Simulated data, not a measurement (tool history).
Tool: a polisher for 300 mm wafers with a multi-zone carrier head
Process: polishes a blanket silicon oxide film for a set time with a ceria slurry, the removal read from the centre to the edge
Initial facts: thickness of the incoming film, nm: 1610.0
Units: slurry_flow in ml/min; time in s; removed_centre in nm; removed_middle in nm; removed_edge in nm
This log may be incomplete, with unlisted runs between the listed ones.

Run 1, day 0.000: slurry_flow 175 ml/min, centre_zone 1.00, middle_zone 1.00, edge_zone 1.00, time 47 s. Result: removed_centre 191.38 nm, removed_middle 195.38 nm, removed_edge 198.07 nm.
Run 2, day 0.062: slurry_flow 165 ml/min, centre_zone 1.00, middle_zone 0.95, edge_zone 0.99, time 45 s. Result: removed_centre 185.69 nm, removed_middle 176.91 nm, removed_edge 189.10 nm.
Run 3, day 0.208: slurry_flow 165 ml/min, centre_zone 1.00, middle_zone 0.95, edge_zone 0.91, time 45 s. Result: removed_centre 182.30 nm, removed_middle 175.04 nm, removed_edge 180.21 nm.
Run 4, day 0.267: slurry_flow 165 ml/min, centre_zone 1.08, middle_zone 0.95, edge_zone 0.91, time 45 s. Result: removed_centre 195.23 nm, removed_middle 179.35 nm, removed_edge 182.64 nm.
Run 5, day 0.508: slurry_flow 165 ml/min, centre_zone 1.08, middle_zone 0.91, edge_zone 0.91, time 45 s. Result: removed_centre 193.61 nm, removed_middle 170.70 nm, removed_edge 178.61 nm.
Run 6, day 0.617: slurry_flow 165 ml/min, centre_zone 1.13, middle_zone 0.91, edge_zone 0.91, time 45 s. Result: removed_centre 203.35 nm, removed_middle 171.55 nm, removed_edge 183.42 nm.
Run 7, day 0.771: slurry_flow 155 ml/min, centre_zone 1.08, middle_zone 0.88, edge_zone 0.92, time 44 s. Result: removed_centre 187.09 nm, removed_middle 164.77 nm, removed_edge 178.75 nm.
Run 8, day 1.025: slurry_flow 125 ml/min, centre_zone 1.03, middle_zone 0.81, edge_zone 1.00, time 35 s. Result: removed_centre 137.00 nm, removed_middle 115.15 nm, removed_edge 141.04 nm.

Estimate the outcome of run 9 from the log above:
Run 9, day 1.304: slurry_flow 140 ml/min, centre_zone 1.03, middle_zone 0.83, edge_zone 1.02, time 35 s. Result: removed_centre ?, removed_middle ?, removed_edge ?.

removed_centre: 140.89 nm
removed_middle: 121.71 nm
removed_edge: 146.53 nm
